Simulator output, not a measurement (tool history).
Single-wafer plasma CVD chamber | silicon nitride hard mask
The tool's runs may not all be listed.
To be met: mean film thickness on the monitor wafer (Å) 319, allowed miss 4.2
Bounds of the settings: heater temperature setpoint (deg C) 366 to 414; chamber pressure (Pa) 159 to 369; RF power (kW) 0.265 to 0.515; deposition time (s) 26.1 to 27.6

run    day  heater temperature setpoint (deg C)  chamber pressure (Pa)  RF power (kW)  deposition time (s)  mean film thickness on the monitor wafer (Å)
  1      0                                  390                    264           0.39                 27.6                                        372.86
  2  0.258                                  390                    221           0.39                 27.6                                        357.06
  3  0.442                                  390                    208           0.38                 27.6                                        345.31
  4    0.6                                  380                    208           0.38                 27.6                                        346.74
  5  0.796                                  380                    197          0.375                 27.6                                        340.37
  6  0.958                                  372                    197          0.375                 27.6                                        341.57
  7  1.292                                  372                    197          0.375                 27.6                                        340.24
  8  1.412                                  372                    159          0.355                 27.5                                        308.07
  9  1.692                                  372                    164          0.355                 27.5                                        312.74
 10  1.975                                  372                    167          0.355                 27.5                                         314.7

Which of these 5 next moves meets every target?
  A  2.258                                  381                    187          0.365                 26.2                                             ?
  B  2.258                                  370                    165           0.36                 27.6                                             ?
  C  2.258                                  367                    159          0.365                 26.8                                             ?
  D  2.258                                  377                    169          0.375                 27.6                                             ?
  E  2.258                                  375                    160           0.36                 26.9                                             ?

move  mean film thickness on the monitor wafer (Å)
   A                                        312.67
   B                                        317.65
   C                                        308.08
   D                                        327.09
   E                                        306.13
A: further off than the last run
B: meets every target
C: further off than the last run
D: takes the result that was furthest off past its target
E: further off than the last run
Move B is the one to make.
